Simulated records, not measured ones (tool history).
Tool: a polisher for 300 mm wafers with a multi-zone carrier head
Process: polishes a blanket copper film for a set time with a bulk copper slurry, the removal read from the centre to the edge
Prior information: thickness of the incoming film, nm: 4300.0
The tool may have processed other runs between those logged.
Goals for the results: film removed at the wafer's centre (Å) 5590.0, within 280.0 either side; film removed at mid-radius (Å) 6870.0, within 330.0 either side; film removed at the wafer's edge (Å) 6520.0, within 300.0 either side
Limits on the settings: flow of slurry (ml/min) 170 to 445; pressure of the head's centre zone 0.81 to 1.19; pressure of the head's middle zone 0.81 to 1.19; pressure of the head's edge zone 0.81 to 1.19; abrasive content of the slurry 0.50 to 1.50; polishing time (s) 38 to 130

run,hour,flow of slurry (ml/min),pressure of the head's centre zone,pressure of the head's middle zone,pressure of the head's edge zone,abrasive content of the slurry,polishing time (s),film removed at the wafer's centre (Å),film removed at mid-radius (Å),film removed at the wafer's edge (Å)
1,0.0,285,1.00,1.00,1.00,1.00,84,6949.7,7179.2,6766.4
2,7.2,285,0.97,1.00,1.00,1.00,84,6721.8,7182.1,6920.1
3,11.9,285,0.95,1.01,0.99,0.95,84,6695.8,7165.7,6881.8
4,12.5,285,0.95,1.01,1.07,0.95,84,6525.9,7269.4,6931.8
5,15.0,285,0.94,1.01,1.07,0.90,83,6560.0,7096.0,6928.1
6,20.2,285,0.94,1.01,1.07,0.90,103,7982.3,8563.8,8413.9
7,26.7,285,0.92,1.02,1.07,0.85,99,7330.7,8292.6,8051.6
8,34.8,285,0.91,1.03,1.07,0.80,96,7072.5,7877.1,7763.7
9,38.1,285,0.90,1.05,1.07,0.75,94,6948.6,7644.5,7590.8
10,46.1,285,0.90,1.05,1.07,0.75,94,6642.0,7870.2,7374.9
11,50.6,285,0.89,1.05,1.07,0.70,93,6533.1,7576.8,7184.8
12,52.9,285,0.88,1.05,1.07,0.65,92,6190.3,7475.2,7185.2
# hour 54.6: worn pad replaced by a new one
13,54.6,285,0.88,1.05,1.06,0.65,91,6916.5,8051.4,7666.7
14,56.3,285,0.88,1.06,1.08,0.65,91,6968.9,8033.5,7660.3
15,65.0,285,0.88,1.06,1.08,0.65,91,6808.1,7973.7,7783.4
16,70.0,285,0.87,1.05,1.06,0.65,91,6805.3,8211.0,7537.2
17,78.6,285,0.87,1.06,1.07,0.65,88,6559.0,7820.6,7406.3
18,85.4,280,0.87,1.06,1.07,0.65,85,6447.8,7685.5,7138.0
19,92.1,280,0.81,1.03,1.07,0.50,79,5227.1,6533.0,6349.0

Exercise: of the 4 proposed moves below, exactly one satisfies all targets within the stated allowed misses. Which move is it?
A,98.8,305,0.85,1.06,1.13,0.50,72,?,?,?
B,98.8,255,0.90,1.00,1.07,0.50,78,?,?,?
C,98.8,280,0.89,1.01,1.05,0.65,73,?,?,?
D,98.8,220,0.84,1.07,1.09,0.50,82,?,?,?

move,film removed at the wafer's centre (Å),film removed at mid-radius (Å),film removed at the wafer's edge (Å)
A,5053.8,6124.1,5974.4
B,5616.1,6251.6,6232.7
C,5562.8,6285.7,6152.5
D,5508.8,6807.2,6529.7
A: misses by more than the last run did
B: puts the biggest miss on target and leaves a different result outside tolerance
C: puts the biggest miss on target and leaves a different result outside tolerance
D: in spec on every target
Correct choice: D, which meets every target
